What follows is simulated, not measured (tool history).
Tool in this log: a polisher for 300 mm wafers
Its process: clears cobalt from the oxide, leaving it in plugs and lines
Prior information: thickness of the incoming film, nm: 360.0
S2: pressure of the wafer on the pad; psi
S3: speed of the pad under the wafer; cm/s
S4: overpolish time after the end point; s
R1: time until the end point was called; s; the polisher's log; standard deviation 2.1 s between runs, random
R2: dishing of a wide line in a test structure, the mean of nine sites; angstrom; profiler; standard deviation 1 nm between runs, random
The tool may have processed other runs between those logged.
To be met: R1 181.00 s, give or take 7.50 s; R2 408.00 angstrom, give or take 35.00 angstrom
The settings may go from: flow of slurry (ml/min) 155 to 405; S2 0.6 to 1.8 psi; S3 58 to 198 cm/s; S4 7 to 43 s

run 1 hour=0.0 | flow_of_slurry_(ml/min)=260 S2=1.2 S3=128 S4=22 | R1=100.29 R2=429.16
run 2 hour=7.2 | flow_of_slurry_(ml/min)=215 S2=1.2 S3=128 S4=22 | R1=103.71 R2=427.45
run 3 hour=12.5 | flow_of_slurry_(ml/min)=215 S2=1.1 S3=128 S4=23 | R1=111.51 R2=420.64
run 4 hour=20.0 | flow_of_slurry_(ml/min)=215 S2=1.0 S3=126 S4=24 | R1=127.96 R2=400.57
run 5 hour=26.6 | flow_of_slurry_(ml/min)=170 S2=1.0 S3=126 S4=24 | R1=128.78 R2=412.52
run 6 hour=34.7 | flow_of_slurry_(ml/min)=170 S2=0.8 S3=126 S4=24 | R1=161.30 R2=353.63
run 7 hour=36.0 | flow_of_slurry_(ml/min)=170 S2=0.8 S3=126 S4=25 | R1=161.56 R2=370.37
run 8 hour=42.7 | flow_of_slurry_(ml/min)=170 S2=0.8 S3=126 S4=25 | R1=160.83 R2=342.38
run 9 hour=49.8 | flow_of_slurry_(ml/min)=170 S2=0.8 S3=126 S4=27 | R1=163.26 R2=369.49
run 10 hour=52.6 | flow_of_slurry_(ml/min)=170 S2=0.8 S3=126 S4=28 | R1=160.89 R2=370.15
run 11 hour=61.0 | flow_of_slurry_(ml/min)=170 S2=0.8 S3=126 S4=30 | R1=157.64 R2=401.07
run 12 hour=68.5 | flow_of_slurry_(ml/min)=170 S2=0.8 S3=126 S4=31 | R1=157.04 R2=409.26
-- hour=77.1 worn pad replaced by a new one
run 13 hour=77.1 | flow_of_slurry_(ml/min)=170 S2=0.8 S3=126 S4=32 | R1=147.58 R2=441.37
run 14 hour=80.7 | flow_of_slurry_(ml/min)=170 S2=0.6 S3=120 S4=32 | R1=202.75 R2=365.01

Exercise: of the 4 proposed moves below, exactly one satisfies all targets within the stated allowed misses. Which move is it?
run A hour=84.3 | flow_of_slurry_(ml/min)=160 S2=0.7 S3=116 S4=35 | R1=? R2=?
run B hour=84.3 | flow_of_slurry_(ml/min)=170 S2=0.6 S3=124 S4=37 | R1=? R2=?
run C hour=84.3 | flow_of_slurry_(ml/min)=155 S2=0.6 S3=120 S4=39 | R1=? R2=?
run D hour=84.3 | flow_of_slurry_(ml/min)=225 S2=0.6 S3=116 S4=38 | R1=? R2=?

move=A R1=183.52 R2=401.39
move=B R1=197.67 R2=398.27
move=C R1=206.24 R2=400.60
move=D R1=204.76 R2=397.07
A: hits every target within its allowed miss
B: nearer the targets than the last run, but a result is still out of spec
C: further off than the last run
D: further off than the last run
Answer: A
